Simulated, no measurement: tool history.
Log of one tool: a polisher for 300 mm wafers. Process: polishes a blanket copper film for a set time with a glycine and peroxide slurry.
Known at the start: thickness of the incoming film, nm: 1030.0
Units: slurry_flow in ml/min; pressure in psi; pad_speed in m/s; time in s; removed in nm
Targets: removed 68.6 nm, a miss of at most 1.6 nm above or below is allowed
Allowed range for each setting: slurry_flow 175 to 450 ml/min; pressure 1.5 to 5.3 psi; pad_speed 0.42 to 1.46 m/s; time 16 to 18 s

run 1 hour=0 | slurry_flow=290 pressure=3.4 pad_speed=0.94 time=18 | removed=112.95
run 2 hour=1.8 | slurry_flow=290 pressure=2.7 pad_speed=0.94 time=18 | removed=95.117
run 3 hour=2.9 | slurry_flow=290 pressure=2.7 pad_speed=0.94 time=18 | removed=93.486
run 4 hour=5.9 | slurry_flow=285 pressure=2.3 pad_speed=0.94 time=18 | removed=83.372
run 5 hour=10.7 | slurry_flow=275 pressure=2.1 pad_speed=0.94 time=18 | removed=78.408
run 6 hour=15.7 | slurry_flow=275 pressure=2.1 pad_speed=0.94 time=18 | removed=78.875
run 7 hour=23.8 | slurry_flow=265 pressure=1.9 pad_speed=0.94 time=18 | removed=73.5
run 8 hour=30.3 | slurry_flow=245 pressure=1.9 pad_speed=0.94 time=18 | removed=73.482

Consider the 5 candidate settings below. Which is the only one whose results all fall within their allowed miss of target?
run A hour=36.8 | slurry_flow=240 pressure=1.8 pad_speed=1.04 time=18 | removed=?
run B hour=36.8 | slurry_flow=205 pressure=2.2 pad_speed=1 time=18 | removed=?
run C hour=36.8 | slurry_flow=230 pressure=2 pad_speed=1.06 time=16 | removed=?
run D hour=36.8 | slurry_flow=295 pressure=2.3 pad_speed=0.7 time=18 | removed=?
run E hour=36.8 | slurry_flow=210 pressure=1.6 pad_speed=1.32 time=18 | removed=?

move=A removed=74.909
move=B removed=82.409
move=C removed=72.359
move=D removed=68.75
move=E removed=80.904
A: the biggest miss grows against the last run
B: the biggest miss grows against the last run
C: closes in on the targets versus the last run, not all within tolerance yet
D: every result within its allowed miss
E: the biggest miss grows against the last run
The right move is D.
